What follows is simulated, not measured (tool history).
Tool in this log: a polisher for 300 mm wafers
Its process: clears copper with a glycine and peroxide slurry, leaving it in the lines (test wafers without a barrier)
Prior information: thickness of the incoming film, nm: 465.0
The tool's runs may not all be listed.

run,hour,flow of slurry (ml/min),pressure of the wafer on the pad (kPa),speed of the pad under the wafer (cm/s),overpolish time after the end point (s),time until the end point was called (s),dishing of a wide line in a test structure (Å)
1,0,140,17.2,78,22,96.802,651.88
2,4.5,140,17.2,78,18,95.304,546.13
3,6.7,140,13.1,78,18,116.57,453.6
4,14.4,140,11.7,78,18,129.49,419.38
5,15.6,140,11.7,78,21,130.21,481.18
6,19.1,140,11.7,68,21,139.88,455.84
7,20.6,145,13.1,68,21,126.8,496.65
8,22.6,150,14.5,68,21,114.98,525.51
# hour 26.6: worn pad replaced by a new one
9,26.6,155,15.2,68,21,101.15,595.58
10,28.8,160,15.2,68,21,100.47,591.68

Expected results for the next run?
11,35.3,165,15.2,68,21,?,?

time until the end point was called (s): 102.73
dishing of a wide line in a test structure (Å): 604

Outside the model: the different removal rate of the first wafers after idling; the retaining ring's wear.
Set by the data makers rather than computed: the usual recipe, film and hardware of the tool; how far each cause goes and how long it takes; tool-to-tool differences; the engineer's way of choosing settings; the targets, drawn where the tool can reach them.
